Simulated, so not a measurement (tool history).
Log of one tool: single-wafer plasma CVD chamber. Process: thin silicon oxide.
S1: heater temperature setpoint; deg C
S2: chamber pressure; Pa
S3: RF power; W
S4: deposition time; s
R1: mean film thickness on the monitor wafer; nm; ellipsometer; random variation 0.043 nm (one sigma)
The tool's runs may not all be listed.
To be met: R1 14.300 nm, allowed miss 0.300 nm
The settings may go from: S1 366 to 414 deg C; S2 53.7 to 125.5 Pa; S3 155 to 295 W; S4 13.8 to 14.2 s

Run 1, hour 0.0: S1 390 deg C, S2 89.6 Pa, S3 225 W, S4 13.8 s. Result: R1 19.591 nm.
Run 2, hour 3.1: S1 390 deg C, S2 87.1 Pa, S3 225 W, S4 13.8 s. Result: R1 19.171 nm.
Run 3, hour 8.0: S1 390 deg C, S2 84.5 Pa, S3 225 W, S4 13.8 s. Result: R1 18.762 nm.
Run 4, hour 8.8: S1 390 deg C, S2 81.9 Pa, S3 225 W, S4 13.8 s. Result: R1 18.170 nm.
Run 5, hour 15.3: S1 382 deg C, S2 81.9 Pa, S3 225 W, S4 13.8 s. Result: R1 18.242 nm.
Run 6, hour 16.0: S1 382 deg C, S2 79.6 Pa, S3 225 W, S4 13.8 s. Result: R1 17.958 nm.
At hour 23.7: capacitance manometer re-zeroed and calibrated.
Run 7, hour 23.7: S1 382 deg C, S2 77.5 Pa, S3 225 W, S4 13.8 s. Result: R1 16.735 nm.
Run 8, hour 29.5: S1 382 deg C, S2 76.4 Pa, S3 225 W, S4 13.8 s. Result: R1 16.566 nm.
Run 9, hour 35.0: S1 382 deg C, S2 75.5 Pa, S3 225 W, S4 13.8 s. Result: R1 16.389 nm.
Run 10, hour 38.2: S1 382 deg C, S2 74.5 Pa, S3 225 W, S4 13.8 s. Result: R1 16.091 nm.
Run 11, hour 39.6: S1 382 deg C, S2 74.5 Pa, S3 225 W, S4 13.8 s. Result: R1 16.096 nm.
Run 12, hour 41.6: S1 382 deg C, S2 73.7 Pa, S3 225 W, S4 13.8 s. Result: R1 16.058 nm.
Run 13, hour 44.2: S1 382 deg C, S2 72.9 Pa, S3 225 W, S4 13.8 s. Result: R1 15.833 nm.
Run 14, hour 50.1: S1 382 deg C, S2 72.3 Pa, S3 225 W, S4 13.8 s. Result: R1 15.754 nm.
Run 15, hour 52.4: S1 382 deg C, S2 71.6 Pa, S3 225 W, S4 13.8 s. Result: R1 15.545 nm.

Which of these 4 next moves meets every target?
Run A, hour 54.7: S1 385 deg C, S2 64.3 Pa, S3 215 W, S4 14.0 s. Result: R1 ?.
Run B, hour 54.7: S1 382 deg C, S2 60.1 Pa, S3 225 W, S4 13.8 s. Result: R1 ?.
Run C, hour 54.7: S1 373 deg C, S2 61.7 Pa, S3 205 W, S4 13.9 s. Result: R1 ?.
Run D, hour 54.7: S1 377 deg C, S2 87.5 Pa, S3 200 W, S4 14.2 s. Result: R1 ?.

move      R1
   A  14.286
   B  13.604
   C  13.610
   D  18.315
A: meets every target
B: takes the result that was furthest off past its target
C: takes the result that was furthest off past its target
D: further off than the last run
Move A is the one to make.
